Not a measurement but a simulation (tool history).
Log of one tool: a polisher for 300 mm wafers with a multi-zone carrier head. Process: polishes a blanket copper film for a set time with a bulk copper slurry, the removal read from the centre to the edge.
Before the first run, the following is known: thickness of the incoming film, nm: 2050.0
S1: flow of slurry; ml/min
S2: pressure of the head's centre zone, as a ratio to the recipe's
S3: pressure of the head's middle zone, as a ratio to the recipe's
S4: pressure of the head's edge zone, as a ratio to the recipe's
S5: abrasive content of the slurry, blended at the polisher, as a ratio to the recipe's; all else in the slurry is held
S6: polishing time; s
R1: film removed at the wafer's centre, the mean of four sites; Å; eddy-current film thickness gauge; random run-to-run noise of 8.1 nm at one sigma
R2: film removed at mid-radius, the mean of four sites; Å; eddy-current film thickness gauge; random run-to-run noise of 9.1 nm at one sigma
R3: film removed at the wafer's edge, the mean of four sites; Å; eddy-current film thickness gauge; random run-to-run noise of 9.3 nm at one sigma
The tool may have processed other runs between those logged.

run 1 day=0.000 | S1=285 S2=1.00 S3=1.00 S4=1.00 S5=1.00 S6=46 | R1=5589.9 R2=5552.4 R3=5227.9
run 2 day=0.342 | S1=285 S2=1.00 S3=1.00 S4=1.00 S5=1.15 S6=46 | R1=5715.1 R2=5608.5 R3=5372.7
run 3 day=0.608 | S1=285 S2=1.00 S3=1.00 S4=1.00 S5=1.15 S6=42 | R1=5272.6 R2=5197.3 R3=4957.7
run 4 day=0.712 | S1=285 S2=0.99 S3=1.01 S4=1.01 S5=1.20 S6=43 | R1=5418.0 R2=5431.4 R3=4995.6
run 5 day=0.942 | S1=285 S2=0.99 S3=0.96 S4=1.01 S5=1.20 S6=43 | R1=5460.8 R2=5207.5 R3=5101.3
run 6 day=1.100 | S1=230 S2=0.99 S3=0.96 S4=1.01 S5=1.20 S6=43 | R1=5268.2 R2=5138.7 R3=4950.0

Run 7 comes next. What will it give?
run 7 day=1.388 | S1=235 S2=0.97 S3=0.97 S4=1.03 S5=1.25 S6=44 | R1=? R2=? R3=?

{"run 7": {"R1": 5531.8, "R2": 5347.3, "R3": 5195.9}}
